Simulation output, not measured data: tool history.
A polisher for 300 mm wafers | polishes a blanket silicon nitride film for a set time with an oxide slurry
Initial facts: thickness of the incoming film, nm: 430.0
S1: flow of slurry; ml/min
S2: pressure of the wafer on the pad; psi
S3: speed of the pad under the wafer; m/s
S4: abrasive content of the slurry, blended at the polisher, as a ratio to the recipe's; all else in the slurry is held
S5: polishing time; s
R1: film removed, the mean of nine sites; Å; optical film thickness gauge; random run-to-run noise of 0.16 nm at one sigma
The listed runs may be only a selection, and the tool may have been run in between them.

{"run": 1, "hour": 0.0, "S1": 315, "S2": 2.5, "S3": 0.9, "S4": 1.0, "S5": 33, "R1": 88.848}
{"run": 2, "hour": 6.1, "S1": 315, "S2": 2.5, "S3": 1.04, "S4": 1.0, "S5": 33, "R1": 96.463}
{"run": 3, "hour": 10.7, "S1": 315, "S2": 2.6, "S3": 1.04, "S4": 1.0, "S5": 33, "R1": 100.26}
{"run": 4, "hour": 18.5, "S1": 315, "S2": 2.6, "S3": 1.04, "S4": 1.15, "S5": 33, "R1": 106.16}
{"hour": 25.4, "done": "conditioning disc replaced and pad reconditioned"}
{"run": 5, "hour": 25.4, "S1": 315, "S2": 2.6, "S3": 1.04, "S4": 1.15, "S5": 33, "R1": 141.75}
{"run": 6, "hour": 31.3, "S1": 360, "S2": 2.6, "S3": 1.04, "S4": 1.15, "S5": 33, "R1": 142.97}
{"run": 7, "hour": 39.1, "S1": 370, "S2": 2.6, "S3": 1.04, "S4": 1.15, "S5": 33, "R1": 146.01}

Predict the results of run 8:
{"run": 8, "hour": 45.5, "S1": 375, "S2": 2.6, "S3": 1.04, "S4": 1.15, "S5": 33, "R1": "?"}

{"run 8": {"R1": 146.0}}
